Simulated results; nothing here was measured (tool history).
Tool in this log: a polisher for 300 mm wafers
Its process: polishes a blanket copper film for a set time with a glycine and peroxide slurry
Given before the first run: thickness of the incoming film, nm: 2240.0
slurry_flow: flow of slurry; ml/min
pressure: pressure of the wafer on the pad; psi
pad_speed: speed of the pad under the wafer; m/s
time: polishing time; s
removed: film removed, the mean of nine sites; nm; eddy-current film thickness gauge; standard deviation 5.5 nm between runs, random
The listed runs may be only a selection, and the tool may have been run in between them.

run    day  slurry_flow  pressure  pad_speed  time  removed
  1  0.000          225       2.5       1.18    53   318.92
  2  0.358          225       2.5       1.18    48   281.96
  3  0.558          205       2.5       1.18    48   275.72
  4  0.579          255       2.5       1.18    48   287.81
  5  0.754          255       2.5       1.38    48   324.63
  6  1.075          255       2.1       1.38    48   283.14
  7  1.400          255       2.3       1.38    48   305.52
  8  1.617          255       2.5       1.38    48   328.66
  9  1.917          255       2.5       1.38    48   326.27
 10  2.167          255       2.6       1.38    48   343.52
 11  2.304          255       2.6       1.38    48   343.74
 12  2.583          255       2.7       1.38    48   343.15
 13  2.950          255       2.8       1.38    48   368.54
 14  3.038          255       2.9       1.38    48   365.99

Expected results for the next run?
 15  3.396          255       3.0       1.38    48        ?

Run 15 gave removed 377.54 nm.

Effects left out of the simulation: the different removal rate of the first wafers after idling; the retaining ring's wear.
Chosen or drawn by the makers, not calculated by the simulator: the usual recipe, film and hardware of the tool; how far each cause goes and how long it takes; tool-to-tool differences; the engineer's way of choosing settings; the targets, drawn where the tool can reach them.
